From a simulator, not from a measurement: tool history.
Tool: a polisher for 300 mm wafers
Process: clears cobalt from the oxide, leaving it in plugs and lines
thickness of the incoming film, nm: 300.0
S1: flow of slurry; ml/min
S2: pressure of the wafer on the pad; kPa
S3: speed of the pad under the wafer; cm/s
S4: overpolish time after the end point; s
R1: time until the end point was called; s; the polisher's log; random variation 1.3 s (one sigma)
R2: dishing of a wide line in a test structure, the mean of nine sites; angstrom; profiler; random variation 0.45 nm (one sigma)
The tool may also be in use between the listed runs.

{"run": 1, "hour": 0.0, "S1": 185, "S2": 14.5, "S3": 108, "S4": 22, "R1": 48.301, "R2": 619.33}
{"run": 2, "hour": 7.6, "S1": 185, "S2": 13.8, "S3": 106, "S4": 19, "R1": 51.221, "R2": 555.0}
{"run": 3, "hour": 16.6, "S1": 185, "S2": 13.8, "S3": 84, "S4": 19, "R1": 59.499, "R2": 500.02}
{"run": 4, "hour": 20.3, "S1": 230, "S2": 13.8, "S3": 84, "S4": 19, "R1": 59.607, "R2": 524.86}
{"run": 5, "hour": 21.0, "S1": 230, "S2": 13.8, "S3": 94, "S4": 19, "R1": 54.429, "R2": 542.92}
{"run": 6, "hour": 22.2, "S1": 230, "S2": 13.1, "S3": 92, "S4": 17, "R1": 58.046, "R2": 487.27}
{"run": 7, "hour": 29.6, "S1": 230, "S2": 12.4, "S3": 92, "S4": 16, "R1": 62.101, "R2": 457.16}
{"run": 8, "hour": 38.6, "S1": 230, "S2": 11.7, "S3": 92, "S4": 15, "R1": 64.384, "R2": 421.68}
{"run": 9, "hour": 44.6, "S1": 230, "S2": 11.0, "S3": 92, "S4": 15, "R1": 69.493, "R2": 393.42}

Run 10 comes next. What will it give?
{"run": 10, "hour": 47.5, "S1": 230, "S2": 11.0, "S3": 92, "S4": 15, "R1": "?", "R2": "?"}

{"run 10": {"R1": 68.66, "R2": 400.95}}
